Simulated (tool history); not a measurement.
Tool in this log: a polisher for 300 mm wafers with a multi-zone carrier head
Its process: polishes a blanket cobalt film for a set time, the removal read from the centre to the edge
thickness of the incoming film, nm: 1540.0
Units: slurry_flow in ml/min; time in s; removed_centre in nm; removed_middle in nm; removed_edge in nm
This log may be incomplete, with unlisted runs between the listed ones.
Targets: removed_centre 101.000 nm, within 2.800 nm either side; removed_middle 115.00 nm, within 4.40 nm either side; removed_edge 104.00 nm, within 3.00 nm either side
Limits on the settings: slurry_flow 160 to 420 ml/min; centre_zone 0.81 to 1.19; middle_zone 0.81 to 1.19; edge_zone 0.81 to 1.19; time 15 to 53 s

Run 1, hour 0.0: slurry_flow 270 ml/min, centre_zone 1.00, middle_zone 1.00, edge_zone 1.00, time 34 s. Result: removed_centre 114.560 nm, removed_middle 116.90 nm, removed_edge 116.33 nm.
Run 2, hour 2.9: slurry_flow 260 ml/min, centre_zone 0.98, middle_zone 1.01, edge_zone 0.96, time 34 s. Result: removed_centre 112.170 nm, removed_middle 116.62 nm, removed_edge 114.58 nm.
Run 3, hour 7.5: slurry_flow 260 ml/min, centre_zone 0.91, middle_zone 1.01, edge_zone 0.96, time 34 s. Result: removed_centre 105.730 nm, removed_middle 116.81 nm, removed_edge 114.35 nm.
Run 4, hour 16.3: slurry_flow 260 ml/min, centre_zone 0.91, middle_zone 1.01, edge_zone 0.96, time 38 s. Result: removed_centre 115.420 nm, removed_middle 130.54 nm, removed_edge 128.14 nm.
Run 5, hour 19.9: slurry_flow 260 ml/min, centre_zone 0.91, middle_zone 1.01, edge_zone 1.02, time 38 s. Result: removed_centre 116.550 nm, removed_middle 130.50 nm, removed_edge 131.56 nm.
Run 6, hour 28.8: slurry_flow 260 ml/min, centre_zone 0.91, middle_zone 1.01, edge_zone 1.07, time 38 s. Result: removed_centre 116.840 nm, removed_middle 131.30 nm, removed_edge 132.31 nm.
Run 7, hour 37.8: slurry_flow 265 ml/min, centre_zone 0.92, middle_zone 1.03, edge_zone 1.04, time 36 s. Result: removed_centre 112.340 nm, removed_middle 126.02 nm, removed_edge 127.16 nm.
Run 8, hour 38.7: slurry_flow 240 ml/min, centre_zone 0.92, middle_zone 1.03, edge_zone 0.97, time 35 s. Result: removed_centre 105.420 nm, removed_middle 123.92 nm, removed_edge 117.47 nm.
Run 9, hour 45.6: slurry_flow 240 ml/min, centre_zone 0.92, middle_zone 1.03, edge_zone 0.97, time 35 s. Result: removed_centre 105.900 nm, removed_middle 120.82 nm, removed_edge 117.11 nm.
Run 10, hour 51.6: slurry_flow 225 ml/min, centre_zone 0.93, middle_zone 1.03, edge_zone 0.93, time 35 s. Result: removed_centre 107.750 nm, removed_middle 123.20 nm, removed_edge 115.41 nm.
Run 11, hour 55.4: slurry_flow 220 ml/min, centre_zone 0.93, middle_zone 1.02, edge_zone 0.90, time 34 s. Result: removed_centre 104.810 nm, removed_middle 114.89 nm, removed_edge 110.71 nm.

4 candidate next runs follow, results not yet known. Just one meets every target within its allowed miss. Identify it.
Run A, hour 59.2: slurry_flow 200 ml/min, centre_zone 0.95, middle_zone 1.08, edge_zone 0.87, time 33 s. Result: removed_centre ?, removed_middle ?, removed_edge ?.
Run B, hour 59.2: slurry_flow 220 ml/min, centre_zone 0.88, middle_zone 1.07, edge_zone 0.90, time 32 s. Result: removed_centre ?, removed_middle ?, removed_edge ?.
Run C, hour 59.2: slurry_flow 210 ml/min, centre_zone 1.01, middle_zone 0.98, edge_zone 0.91, time 32 s. Result: removed_centre ?, removed_middle ?, removed_edge ?.
Run D, hour 59.2: slurry_flow 220 ml/min, centre_zone 0.87, middle_zone 0.95, edge_zone 0.92, time 36 s. Result: removed_centre ?, removed_middle ?, removed_edge ?.

move  removed_centre  removed_middle  removed_edge
   A         101.590          116.81        104.26
   B          92.676          114.06        103.36
   C         105.600          105.07        103.33
   D         102.980          116.04        117.32
A: each result inside its tolerance
B: the worst result of the last run now meets its target, but another is out of spec
C: the worst result of the last run now meets its target, but another is out of spec
D: lands further from the targets than the last run did
A is the move that brings every result within its allowed miss.
